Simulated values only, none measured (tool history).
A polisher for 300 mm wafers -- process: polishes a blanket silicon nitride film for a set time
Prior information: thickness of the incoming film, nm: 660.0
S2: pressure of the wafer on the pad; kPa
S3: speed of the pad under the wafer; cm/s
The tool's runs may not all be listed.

{"run": 1, "day": 0.0, "flow of slurry (ml/min)": 260, "S2": 22.8, "S3": 114, "polishing time (s)": 48, "film removed (Å)": 952.48}
{"run": 2, "day": 0.146, "flow of slurry (ml/min)": 260, "S2": 22.8, "S3": 90, "polishing time (s)": 48, "film removed (Å)": 824.39}
{"run": 3, "day": 0.233, "flow of slurry (ml/min)": 260, "S2": 21.4, "S3": 90, "polishing time (s)": 48, "film removed (Å)": 763.01}
{"run": 4, "day": 0.408, "flow of slurry (ml/min)": 310, "S2": 21.4, "S3": 90, "polishing time (s)": 48, "film removed (Å)": 774.42}
{"run": 5, "day": 0.533, "flow of slurry (ml/min)": 355, "S2": 21.4, "S3": 90, "polishing time (s)": 48, "film removed (Å)": 790.24}
{"run": 6, "day": 0.879, "flow of slurry (ml/min)": 355, "S2": 15.9, "S3": 90, "polishing time (s)": 48, "film removed (Å)": 599.36}
{"run": 7, "day": 1.162, "flow of slurry (ml/min)": 355, "S2": 15.2, "S3": 90, "polishing time (s)": 48, "film removed (Å)": 570.04}
{"run": 8, "day": 1.333, "flow of slurry (ml/min)": 355, "S2": 14.5, "S3": 90, "polishing time (s)": 48, "film removed (Å)": 533.98}
{"run": 9, "day": 1.6, "flow of slurry (ml/min)": 350, "S2": 14.5, "S3": 90, "polishing time (s)": 48, "film removed (Å)": 545.95}
{"run": 10, "day": 1.875, "flow of slurry (ml/min)": 345, "S2": 13.1, "S3": 90, "polishing time (s)": 48, "film removed (Å)": 497.6}
{"run": 11, "day": 2.083, "flow of slurry (ml/min)": 345, "S2": 13.1, "S3": 90, "polishing time (s)": 48, "film removed (Å)": 489.76}

Run 12 is up next; what results do you expect?
{"run": 12, "day": 2.175, "flow of slurry (ml/min)": 335, "S2": 13.1, "S3": 90, "polishing time (s)": 48, "film removed (Å)": "?"}

Run 12 produced film removed (Å) 492.05.

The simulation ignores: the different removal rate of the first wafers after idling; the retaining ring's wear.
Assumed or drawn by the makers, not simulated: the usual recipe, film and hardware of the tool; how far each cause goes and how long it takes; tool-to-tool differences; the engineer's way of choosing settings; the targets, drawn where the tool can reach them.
